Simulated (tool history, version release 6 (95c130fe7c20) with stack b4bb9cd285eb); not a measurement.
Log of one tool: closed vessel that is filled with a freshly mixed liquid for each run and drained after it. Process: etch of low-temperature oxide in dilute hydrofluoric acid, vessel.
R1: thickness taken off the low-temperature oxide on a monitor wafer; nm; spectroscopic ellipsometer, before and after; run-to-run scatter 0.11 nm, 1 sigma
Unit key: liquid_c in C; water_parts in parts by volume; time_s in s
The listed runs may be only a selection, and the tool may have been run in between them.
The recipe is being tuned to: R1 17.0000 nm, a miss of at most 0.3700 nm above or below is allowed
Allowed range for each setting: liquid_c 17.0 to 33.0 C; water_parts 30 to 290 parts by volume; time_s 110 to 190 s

Run 1, hour 0.0: liquid_c 25.0 C, water_parts 160 parts by volume, time_s 190 s. Result: R1 12.7610 nm.
Run 2, hour 6.8: liquid_c 27.0 C, water_parts 160 parts by volume, time_s 190 s. Result: R1 13.7980 nm.
Run 3, hour 11.9: liquid_c 27.0 C, water_parts 160 parts by volume, time_s 190 s. Result: R1 13.7760 nm.
Run 4, hour 17.8: liquid_c 28.5 C, water_parts 160 parts by volume, time_s 190 s. Result: R1 14.4570 nm.
Run 5, hour 19.2: liquid_c 29.5 C, water_parts 160 parts by volume, time_s 190 s. Result: R1 15.0210 nm.
Run 6, hour 21.7: liquid_c 29.5 C, water_parts 160 parts by volume, time_s 110 s. Result: R1 8.6803 nm.
Run 7, hour 27.0: liquid_c 26.5 C, water_parts 145 parts by volume, time_s 110 s. Result: R1 8.7611 nm.
Run 8, hour 34.3: liquid_c 28.0 C, water_parts 185 parts by volume, time_s 125 s. Result: R1 7.8679 nm.
Run 9, hour 39.9: liquid_c 29.0 C, water_parts 165 parts by volume, time_s 125 s. Result: R1 9.4239 nm.
Run 10, hour 49.0: liquid_c 29.5 C, water_parts 145 parts by volume, time_s 125 s. Result: R1 11.1850 nm.
Run 11, hour 57.3: liquid_c 30.0 C, water_parts 130 parts by volume, time_s 125 s. Result: R1 13.0170 nm.

4 next moves are on the table. One of them brings every result within its allowed miss. Which?
Run A, hour 65.6: liquid_c 29.5 C, water_parts 140 parts by volume, time_s 170 s. Result: R1 ?.
Run B, hour 65.6: liquid_c 30.0 C, water_parts 115 parts by volume, time_s 165 s. Result: R1 ?.
Run C, hour 65.6: liquid_c 29.5 C, water_parts 135 parts by volume, time_s 165 s. Result: R1 ?.
Run D, hour 65.6: liquid_c 30.0 C, water_parts 135 parts by volume, time_s 170 s. Result: R1 ?.

move       R1
   A  15.8190
   B  19.6890
   C  16.0270
   D  16.8170
A: closer than the last run, but not yet in spec
B: takes the result that was furthest off past its target
C: closer than the last run, but not yet in spec
D: each result inside its tolerance
D meets every target.
